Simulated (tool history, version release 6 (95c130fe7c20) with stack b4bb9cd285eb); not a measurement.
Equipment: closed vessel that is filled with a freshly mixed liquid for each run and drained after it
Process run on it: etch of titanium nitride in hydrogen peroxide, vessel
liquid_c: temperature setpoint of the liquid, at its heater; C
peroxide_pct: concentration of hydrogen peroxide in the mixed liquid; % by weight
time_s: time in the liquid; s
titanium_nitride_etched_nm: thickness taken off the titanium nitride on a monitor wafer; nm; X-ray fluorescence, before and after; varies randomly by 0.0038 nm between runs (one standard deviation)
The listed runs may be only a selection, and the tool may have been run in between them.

run,day,liquid_c,peroxide_pct,time_s,titanium_nitride_etched_nm
1,0,58,16,45,2.5866
2,0.125,54.5,16,45,2.0121
3,0.217,52,16,45,1.6796
4,0.504,46.5,16,45,1.1261
5,0.783,46,16,45,1.0911
6,0.9,46,15,45,1.0776
7,1.083,45.5,15,45,1.0444

Predict the results of run 8:
8,1.392,45,15,45,?

titanium_nitride_etched_nm: 1.0031 nm

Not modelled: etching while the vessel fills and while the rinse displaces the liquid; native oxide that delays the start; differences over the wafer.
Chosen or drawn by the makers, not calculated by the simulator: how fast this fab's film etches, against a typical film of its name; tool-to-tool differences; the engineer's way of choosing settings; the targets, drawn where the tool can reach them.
